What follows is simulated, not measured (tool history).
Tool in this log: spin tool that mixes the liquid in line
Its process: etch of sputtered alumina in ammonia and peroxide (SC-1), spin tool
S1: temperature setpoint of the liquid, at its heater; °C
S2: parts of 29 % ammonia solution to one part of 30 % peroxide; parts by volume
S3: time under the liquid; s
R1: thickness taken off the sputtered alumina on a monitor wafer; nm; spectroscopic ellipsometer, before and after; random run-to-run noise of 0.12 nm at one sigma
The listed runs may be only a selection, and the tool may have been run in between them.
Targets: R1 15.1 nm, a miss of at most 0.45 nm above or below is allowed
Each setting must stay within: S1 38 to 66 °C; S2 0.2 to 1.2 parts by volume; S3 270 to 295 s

| run | day | S1 | S2 | S3 | R1 |
|---|---|---|---|---|---|
| 1 | 0 | 50 | 0.8 | 270 | 17.228 |
| 2 | 0.146 | 50 | 0.8 | 295 | 18.698 |
| 3 | 0.496 | 49.5 | 0.8 | 295 | 18.383 |
| 4 | 0.871 | 49.5 | 0.8 | 295 | 18.12 |
| 5 | 0.996 | 49.5 | 1.05 | 295 | 18.658 |
| 6 | 1.217 | 49 | 1.05 | 295 | 18.136 |
| 7 | 1.517 | 48.5 | 1.05 | 295 | 17.637 |
| 8 | 1.633 | 48 | 1.05 | 295 | 17.328 |
| 9 | 1.854 | 47.5 | 1.05 | 295 | 16.689 |

Exactly one of the 5 candidate moves below puts every result within its allowed miss. Which one?
| A | 2.075 | 47 | 1.2 | 290 | ? |
| B | 2.075 | 48 | 1.05 | 280 | ? |
| C | 2.075 | 49.5 | 0.95 | 295 | ? |
| D | 2.075 | 45.5 | 1.15 | 295 | ? |
| E | 2.075 | 46 | 1.05 | 270 | ? |

| move | R1 |
|---|---|
| A | 16.136 |
| B | 16.267 |
| C | 18.449 |
| D | 15.021 |
| E | 14.021 |
A: closer than the last run, but not yet in spec
B: closer than the last run, but not yet in spec
C: further off than the last run
D: in spec on every target
E: moves the result that the last run missed by most past its target, out the other side
The move that meets every target is D.
